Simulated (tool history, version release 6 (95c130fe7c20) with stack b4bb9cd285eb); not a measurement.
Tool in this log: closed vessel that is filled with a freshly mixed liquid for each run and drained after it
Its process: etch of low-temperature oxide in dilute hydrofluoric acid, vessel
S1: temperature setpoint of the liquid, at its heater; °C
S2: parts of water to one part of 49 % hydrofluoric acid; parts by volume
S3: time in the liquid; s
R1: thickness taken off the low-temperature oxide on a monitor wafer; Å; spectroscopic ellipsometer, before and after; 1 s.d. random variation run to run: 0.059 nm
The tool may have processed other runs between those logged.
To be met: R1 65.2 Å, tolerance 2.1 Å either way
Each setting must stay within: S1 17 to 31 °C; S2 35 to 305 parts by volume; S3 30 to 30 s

run	hour	S1	S2	S3	R1
1	0	23	170	30	18.416
2	3.7	23	210	30	14.296
3	10.8	19.5	210	30	12.484
4	18.4	22.5	170	30	17.814
5	23.6	24.5	140	30	24.205
6	25.7	24.5	140	30	24.413
7	33.5	26	115	30	32.408
8	38.9	30	45	30	104.68
9	45.8	26	45	30	91.469
10	46.8	24.5	50	30	75.647
11	53.8	23.5	50	30	74.107
12	62.9	23.5	50	30	72.433
13	68	23	50	30	70.585
14	69.4	22.5	50	30	70.763
15	73	22	50	30	68.713

Consider the 5 candidate settings below. Which is the only one whose results all fall within their allowed miss of target?
A	76.6	21	55	30	?
B	76.6	23.5	60	30	?
C	76.6	29.5	70	30	?
D	76.6	25.5	65	30	?
E	76.6	22	55	30	?

move	R1
A	59.813
B	60.44
C	64.892
D	60.11
E	62.367
A: moves the result that the last run missed by most past its target, out the other side
B: moves the result that the last run missed by most past its target, out the other side
C: all results land within tolerance of their targets
D: moves the result that the last run missed by most past its target, out the other side
E: moves the result that the last run missed by most past its target, out the other side
Go with C: it meets all targets.
